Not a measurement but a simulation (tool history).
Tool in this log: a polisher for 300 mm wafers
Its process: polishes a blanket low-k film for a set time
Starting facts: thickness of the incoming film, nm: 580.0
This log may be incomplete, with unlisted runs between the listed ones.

run,day,flow of slurry (ml/min),pressure of the wafer on the pad (kPa),speed of the pad under the wafer (m/s),abrasive content of the slurry,polishing time (s),film removed (angstrom)
1,0,130,9.7,1.1,1,107,289.52
2,0.021,100,9.7,1.1,1,107,273.45
3,0.383,100,9,1.1,1,107,269.2
4,0.558,100,8.3,1.06,1,107,248.53
5,0.729,100,8.3,1.34,1,107,293.91
6,0.862,120,8.3,1.34,1,107,308.96

What does the tool deliver on the next run?
7,1.204,105,5.5,1.2,1,107,?

For run 7 the tool returned film removed (angstrom) 221.94.
